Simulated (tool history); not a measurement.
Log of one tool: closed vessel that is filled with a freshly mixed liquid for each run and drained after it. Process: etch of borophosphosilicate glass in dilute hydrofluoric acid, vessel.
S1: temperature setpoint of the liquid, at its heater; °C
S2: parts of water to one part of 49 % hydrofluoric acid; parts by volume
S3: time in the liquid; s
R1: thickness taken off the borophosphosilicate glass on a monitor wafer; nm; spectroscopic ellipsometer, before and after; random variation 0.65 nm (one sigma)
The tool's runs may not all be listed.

{"run": 1, "hour": 0.0, "S1": 23, "S2": 60, "S3": 90, "R1": 84.417}
{"run": 2, "hour": 5.4, "S1": 23, "S2": 50, "S3": 90, "R1": 104.97}
{"run": 3, "hour": 13.7, "S1": 23, "S2": 50, "S3": 90, "R1": 104.84}
{"run": 4, "hour": 22.5, "S1": 22.5, "S2": 50, "S3": 90, "R1": 102.44}
{"run": 5, "hour": 27.3, "S1": 22, "S2": 50, "S3": 90, "R1": 100.89}
{"run": 6, "hour": 31.8, "S1": 24, "S2": 50, "S3": 90, "R1": 107.07}
{"run": 7, "hour": 38.3, "S1": 23.5, "S2": 50, "S3": 90, "R1": 106.62}
{"run": 8, "hour": 45.0, "S1": 23, "S2": 50, "S3": 90, "R1": 103.73}

The next listed run, before its measurement:
{"run": 9, "hour": 50.2, "S1": 22.5, "S2": 50, "S3": 90, "R1": "?"}

{"run 9": {"R1": 101.49}}
